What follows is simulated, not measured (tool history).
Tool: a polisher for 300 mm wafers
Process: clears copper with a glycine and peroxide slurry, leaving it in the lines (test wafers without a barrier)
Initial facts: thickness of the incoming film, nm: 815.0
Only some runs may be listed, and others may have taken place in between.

run	hour	flow of slurry (ml/min)	pressure of the wafer on the pad (kPa)	speed of the pad under the wafer (m/s)	overpolish time after the end point (s)	time until the end point was called (s)	dishing of a wide line in a test structure (nm)
1	0	215	18.6	1.06	20	180.49	63.348
2	6.1	215	17.2	1.04	22	193.65	63.156
3	10.9	215	15.9	1.02	24	215.88	65.565
4	14.5	215	15.2	1.02	25	215.44	64.952
5	19.4	215	14.5	1.02	26	225.92	61.759
6	23.2	215	14.5	1.02	20	225.24	53.184

Estimate the outcome of run 7 from the log above:
7	30.6	215	14.5	1.02	22	?	?

{"run 7": {"time until the end point was called (s)": 218.18, "dishing of a wide line in a test structure (nm)": 54.739}}

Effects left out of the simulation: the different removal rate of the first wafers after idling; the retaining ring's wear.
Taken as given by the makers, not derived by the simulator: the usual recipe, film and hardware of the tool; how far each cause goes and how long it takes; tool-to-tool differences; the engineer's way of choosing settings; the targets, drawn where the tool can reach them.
